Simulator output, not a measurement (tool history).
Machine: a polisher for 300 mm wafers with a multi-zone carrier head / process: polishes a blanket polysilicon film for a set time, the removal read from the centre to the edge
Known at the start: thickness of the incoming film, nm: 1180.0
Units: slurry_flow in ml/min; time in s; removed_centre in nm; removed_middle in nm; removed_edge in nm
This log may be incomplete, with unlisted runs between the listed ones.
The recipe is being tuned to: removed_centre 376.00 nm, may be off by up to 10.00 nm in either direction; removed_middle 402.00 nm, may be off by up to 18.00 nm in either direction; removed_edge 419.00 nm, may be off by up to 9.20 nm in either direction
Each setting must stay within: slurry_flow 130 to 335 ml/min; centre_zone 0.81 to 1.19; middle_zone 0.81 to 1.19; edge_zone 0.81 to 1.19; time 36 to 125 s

run,hour,slurry_flow,centre_zone,middle_zone,edge_zone,time,removed_centre,removed_middle,removed_edge
1,0.0,215,1.00,1.00,1.00,80,336.40,336.87,335.71
2,8.8,160,1.00,1.00,1.00,80,314.12,322.51,322.63
3,17.2,160,0.96,1.00,1.00,80,299.86,320.57,322.38
4,20.0,160,0.96,1.00,0.94,80,301.31,328.82,308.24
5,25.1,160,0.96,0.97,0.94,80,302.99,312.89,311.33
6,31.6,175,0.96,0.98,0.97,81,307.09,330.74,324.39
7,36.6,190,0.96,0.99,0.99,82,324.78,342.09,335.70
8,40.2,205,0.95,0.99,1.01,82,323.77,338.11,344.71
9,41.1,220,0.95,1.00,1.03,82,322.75,347.33,345.65
10,44.6,220,0.97,0.99,1.13,96,393.00,410.54,428.34
11,48.3,215,0.97,0.99,1.13,96,385.63,404.98,424.82

Consider the 4 candidate settings below. Which is the only one whose results all fall within their allowed miss of target?
A,52.0,195,0.95,0.99,1.10,97,?,?,?
B,52.0,210,0.97,0.98,1.13,101,?,?,?
C,52.0,135,0.98,0.94,1.07,107,?,?,?
D,52.0,255,0.97,1.05,1.10,95,?,?,?

move,removed_centre,removed_middle,removed_edge
A,379.81,403.51,417.05
B,408.92,421.40,444.11
C,396.01,394.79,429.75
D,396.26,431.38,419.81
A: hits every target within its allowed miss
B: lands further from the targets than the last run did
C: lands further from the targets than the last run did
D: lands further from the targets than the last run did
Move A is the one to make.
